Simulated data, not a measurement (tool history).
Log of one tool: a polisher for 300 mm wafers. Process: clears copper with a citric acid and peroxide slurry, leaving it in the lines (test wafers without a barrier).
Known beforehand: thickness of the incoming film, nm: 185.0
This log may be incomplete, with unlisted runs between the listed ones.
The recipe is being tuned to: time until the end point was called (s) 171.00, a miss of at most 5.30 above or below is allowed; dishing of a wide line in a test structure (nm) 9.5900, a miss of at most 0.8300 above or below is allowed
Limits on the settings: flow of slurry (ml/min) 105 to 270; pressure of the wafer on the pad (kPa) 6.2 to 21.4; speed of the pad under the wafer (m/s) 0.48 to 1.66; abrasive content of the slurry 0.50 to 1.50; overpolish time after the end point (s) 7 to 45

| run | hour | flow of slurry (ml/min) | pressure of the wafer on the pad (kPa) | speed of the pad under the wafer (m/s) | abrasive content of the slurry | overpolish time after the end point (s) | time until the end point was called (s) | dishing of a wide line in a test structure (nm) |
|---|---|---|---|---|---|---|---|---|
| 1 | 0.0 | 175 | 13.8 | 1.06 | 1.00 | 23 | 110.93 | 17.0050 |
| 2 | 1.5 | 175 | 13.1 | 1.06 | 1.00 | 21 | 115.58 | 16.0670 |
| 3 | 8.2 | 175 | 14.5 | 1.06 | 1.00 | 21 | 107.40 | 15.7940 |
| 4 | 15.7 | 175 | 13.8 | 1.04 | 1.00 | 19 | 112.52 | 14.7460 |
| 5 | 23.9 | 175 | 13.8 | 1.04 | 1.10 | 19 | 107.44 | 14.4740 |
| 6 | 30.6 | 175 | 12.4 | 1.04 | 1.10 | 18 | 117.20 | 14.2300 |
| 7 | 31.1 | 170 | 11.7 | 1.04 | 1.10 | 16 | 122.63 | 13.0130 |
| 8 | 37.6 | 170 | 11.0 | 1.04 | 1.10 | 15 | 130.68 | 11.4380 |
| 9 | 40.1 | 165 | 10.3 | 1.04 | 1.10 | 15 | 136.37 | 11.1890 |
| 10 | 44.0 | 160 | 9.7 | 1.04 | 1.10 | 15 | 143.65 | 10.6390 |
| 11 | 52.1 | 155 | 9.7 | 1.04 | 1.10 | 15 | 141.81 | 10.5460 |
| 12 | 57.8 | 155 | 9.0 | 1.04 | 1.10 | 15 | 152.02 | 10.2520 |
| 13 | 59.0 | 145 | 8.3 | 1.04 | 1.10 | 16 | 159.72 | 10.4450 |
| 14 | 61.4 | 145 | 6.9 | 1.04 | 1.10 | 13 | 182.92 | 7.9883 |
| 15 | 65.6 | 145 | 6.9 | 1.04 | 1.10 | 14 | 182.83 | 8.7470 |

Consider the 5 candidate settings below. Which is the only one whose results all fall within their allowed miss of target?
| A | 69.8 | 140 | 8.3 | 0.82 | 1.05 | 17 | ? | ? |
| B | 69.8 | 160 | 6.9 | 1.10 | 1.15 | 15 | ? | ? |
| C | 69.8 | 135 | 7.6 | 0.90 | 0.95 | 17 | ? | ? |
| D | 69.8 | 105 | 6.9 | 0.96 | 1.15 | 17 | ? | ? |
| E | 69.8 | 135 | 6.2 | 0.96 | 1.00 | 19 | ? | ? |

| move | time until the end point was called (s) | dishing of a wide line in a test structure (nm) |
|---|---|---|
| A | 186.59 | 9.9700 |
| B | 171.07 | 9.6562 |
| C | 193.88 | 9.6798 |
| D | 195.59 | 9.6033 |
| E | 208.38 | 9.9341 |
A: its largest miss is bigger than the last run's
B: every result within its allowed miss
C: its largest miss is bigger than the last run's
D: its largest miss is bigger than the last run's
E: its largest miss is bigger than the last run's
Correct choice: B, which meets every target
